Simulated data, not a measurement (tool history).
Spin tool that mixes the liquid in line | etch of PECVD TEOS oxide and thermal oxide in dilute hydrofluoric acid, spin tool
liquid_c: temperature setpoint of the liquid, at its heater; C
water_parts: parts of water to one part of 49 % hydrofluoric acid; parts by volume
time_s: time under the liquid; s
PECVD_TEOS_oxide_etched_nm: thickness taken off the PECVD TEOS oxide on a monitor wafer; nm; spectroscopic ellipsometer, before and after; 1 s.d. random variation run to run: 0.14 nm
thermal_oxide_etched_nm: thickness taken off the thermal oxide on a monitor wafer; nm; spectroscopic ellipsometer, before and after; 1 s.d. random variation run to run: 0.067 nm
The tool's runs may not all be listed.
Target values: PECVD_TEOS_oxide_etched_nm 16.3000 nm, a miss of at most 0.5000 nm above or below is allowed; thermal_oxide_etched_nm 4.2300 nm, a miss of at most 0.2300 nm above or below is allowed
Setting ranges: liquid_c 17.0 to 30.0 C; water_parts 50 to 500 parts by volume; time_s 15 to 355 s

run,day,liquid_c,water_parts,time_s,PECVD_TEOS_oxide_etched_nm,thermal_oxide_etched_nm
1,0.000,22.0,275,180,9.1569,2.4224
2,0.200,24.0,255,180,10.8720,2.7734
3,0.346,24.0,255,130,7.8053,2.0745
4,0.388,25.5,220,130,9.9093,2.5339
5,0.596,25.5,130,130,18.7250,4.7358
# day 0.754: thermometer replaced
6,0.754,25.5,225,130,9.0542,2.3792
7,0.825,24.5,205,130,10.0660,2.6235
8,1.171,25.5,190,130,11.3320,2.8922
9,1.538,24.5,175,130,11.9020,3.1332
10,1.771,25.5,165,130,13.3170,3.4283
11,2.100,25.5,155,130,14.3150,3.7493

4 candidate next runs follow, results not yet known. Just one meets every target within its allowed miss. Identify it.
A,2.429,29.0,130,105,?,?
B,2.429,25.0,115,80,?,?
C,2.429,26.5,170,115,?,?
D,2.429,30.0,280,200,?,?

move,PECVD_TEOS_oxide_etched_nm,thermal_oxide_etched_nm
A,16.0040,4.1704
B,12.0750,3.1466
C,11.6310,3.0309
D,12.2190,3.1840
A: all results land within tolerance of their targets
B: misses by more than the last run did
C: misses by more than the last run did
D: misses by more than the last run did
Answer: A
